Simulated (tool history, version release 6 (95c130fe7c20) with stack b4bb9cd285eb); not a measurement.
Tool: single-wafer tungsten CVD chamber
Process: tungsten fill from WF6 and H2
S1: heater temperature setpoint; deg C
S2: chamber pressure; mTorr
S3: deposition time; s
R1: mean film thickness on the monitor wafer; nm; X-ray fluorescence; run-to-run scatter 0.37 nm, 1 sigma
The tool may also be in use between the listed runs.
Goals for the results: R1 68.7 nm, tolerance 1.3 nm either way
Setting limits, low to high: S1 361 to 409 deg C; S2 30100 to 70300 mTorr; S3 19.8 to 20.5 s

run,hour,S1,S2,S3,R1
1,0,385,50200,19.8,48.898
2,8.4,390,50400,19.8,55.292
3,10.8,393,50500,19.8,59.257
4,17.2,395,50600,19.8,61.892
5,19,395,47300,19.8,59.849
6,27.5,395,53200,19.8,63.007
7,34.6,396,53200,19.8,64.76
8,41.3,397,53200,19.8,66.464
# hour 49.1: thermocouple changed; heater temperature recalibrated
9,49.1,398,53200,19.8,75.026
10,55.5,397,53200,19.8,73.021
11,63.3,396,53200,19.8,71.371
12,64,395,53200,19.8,70.723

Which of these 5 next moves meets every target?
A,64.7,391,55600,19.8,?
B,64.7,397,49200,19.9,?
C,64.7,396,49200,19.8,?
D,64.7,395,54300,20.5,?
E,64.7,395,53900,20.1,?

move,R1
A,65.5
B,70.753
C,68.916
D,73.123
E,71.448
A: takes the result that was furthest off past its target
B: roughly where the last run was
C: every result lands within tolerance
D: misses by more than the last run did
E: misses by more than the last run did
Correct choice: C, which meets every target

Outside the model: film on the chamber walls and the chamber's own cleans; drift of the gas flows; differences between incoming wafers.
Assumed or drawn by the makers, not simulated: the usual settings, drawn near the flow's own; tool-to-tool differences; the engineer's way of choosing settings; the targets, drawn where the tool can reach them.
